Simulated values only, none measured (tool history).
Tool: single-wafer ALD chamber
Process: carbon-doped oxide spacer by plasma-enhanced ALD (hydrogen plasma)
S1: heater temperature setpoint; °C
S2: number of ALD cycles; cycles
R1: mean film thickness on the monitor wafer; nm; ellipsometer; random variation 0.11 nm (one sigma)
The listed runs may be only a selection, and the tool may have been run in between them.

run,hour,S1,S2,R1
1,0.0,405,367,20.558
2,3.1,405,344,19.131
3,6.5,396,344,19.615
4,12.6,387,344,19.561
5,16.9,387,356,20.140
6,25.8,387,322,18.437
7,29.7,387,322,18.415

What will run 8 give?
8,38.8,387,337,?

Run 8 measured R1 19.328 nm.
